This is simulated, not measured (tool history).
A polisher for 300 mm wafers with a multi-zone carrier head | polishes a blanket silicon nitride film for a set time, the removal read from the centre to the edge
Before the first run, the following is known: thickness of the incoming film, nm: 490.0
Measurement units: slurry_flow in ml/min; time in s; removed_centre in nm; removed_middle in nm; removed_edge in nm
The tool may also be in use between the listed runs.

Run 1, hour 0: slurry_flow 290 ml/min, centre_zone 1, middle_zone 1, edge_zone 1, time 83 s. Result: removed_centre 132.57 nm, removed_middle 135.03 nm, removed_edge 138.21 nm.
Run 2, hour 5.2: slurry_flow 290 ml/min, centre_zone 1, middle_zone 0.99, edge_zone 0.98, time 77 s. Result: removed_centre 124.01 nm, removed_middle 123.37 nm, removed_edge 125.46 nm.
Run 3, hour 6.2: slurry_flow 290 ml/min, centre_zone 1, middle_zone 0.99, edge_zone 1.04, time 77 s. Result: removed_centre 123.31 nm, removed_middle 124.38 nm, removed_edge 129.87 nm.
Run 4, hour 15: slurry_flow 290 ml/min, centre_zone 1.06, middle_zone 0.99, edge_zone 1.04, time 77 s. Result: removed_centre 131.66 nm, removed_middle 122.37 nm, removed_edge 130.22 nm.
Run 5, hour 22.9: slurry_flow 290 ml/min, centre_zone 1.06, middle_zone 0.99, edge_zone 1.04, time 60 s. Result: removed_centre 100.1 nm, removed_middle 96.174 nm, removed_edge 102.54 nm.
Run 6, hour 25.4: slurry_flow 290 ml/min, centre_zone 1.06, middle_zone 0.99, edge_zone 1, time 60 s. Result: removed_centre 103.27 nm, removed_middle 95.173 nm, removed_edge 102.16 nm.
Run 7, hour 33.9: slurry_flow 290 ml/min, centre_zone 1.04, middle_zone 1, edge_zone 0.98, time 59 s. Result: removed_centre 98.083 nm, removed_middle 95.175 nm, removed_edge 97.532 nm.
Run 8, hour 36.6: slurry_flow 285 ml/min, centre_zone 1.03, middle_zone 1, edge_zone 0.96, time 58 s. Result: removed_centre 95.668 nm, removed_middle 93.451 nm, removed_edge 95.221 nm.
Run 9, hour 38.8: slurry_flow 280 ml/min, centre_zone 1.02, middle_zone 1, edge_zone 0.95, time 58 s. Result: removed_centre 93.852 nm, removed_middle 93.272 nm, removed_edge 94.126 nm.
Run 10, hour 44.1: slurry_flow 275 ml/min, centre_zone 1.02, middle_zone 1, edge_zone 0.94, time 58 s. Result: removed_centre 93.834 nm, removed_middle 93.465 nm, removed_edge 93.703 nm.
Run 11, hour 47.3: slurry_flow 270 ml/min, centre_zone 1.01, middle_zone 1, edge_zone 0.93, time 58 s. Result: removed_centre 93.144 nm, removed_middle 92.517 nm, removed_edge 92.423 nm.
Run 12, hour 53.5: slurry_flow 270 ml/min, centre_zone 1.01, middle_zone 1, edge_zone 0.93, time 58 s. Result: removed_centre 94.221 nm, removed_middle 92.86 nm, removed_edge 93.455 nm.
Run 13, hour 59.9: slurry_flow 270 ml/min, centre_zone 1, middle_zone 1, edge_zone 0.92, time 58 s. Result: removed_centre 91.927 nm, removed_middle 91.714 nm, removed_edge 92.631 nm.
Run 14, hour 67.8: slurry_flow 265 ml/min, centre_zone 1, middle_zone 1, edge_zone 0.91, time 58 s. Result: removed_centre 92.291 nm, removed_middle 90.907 nm, removed_edge 91.543 nm.
Run 15, hour 76.7: slurry_flow 260 ml/min, centre_zone 0.99, middle_zone 1, edge_zone 0.9, time 58 s. Result: removed_centre 90.257 nm, removed_middle 91.949 nm, removed_edge 90.606 nm.

For run 16, what comes out?
Run 16, hour 82.1: slurry_flow 255 ml/min, centre_zone 0.99, middle_zone 1, edge_zone 0.89, time 58 s. Result: removed_centre ?, removed_middle ?, removed_edge ?.

{"run 16": {"removed_centre": 91.195, "removed_middle": 92.872, "removed_edge": 90.521}}
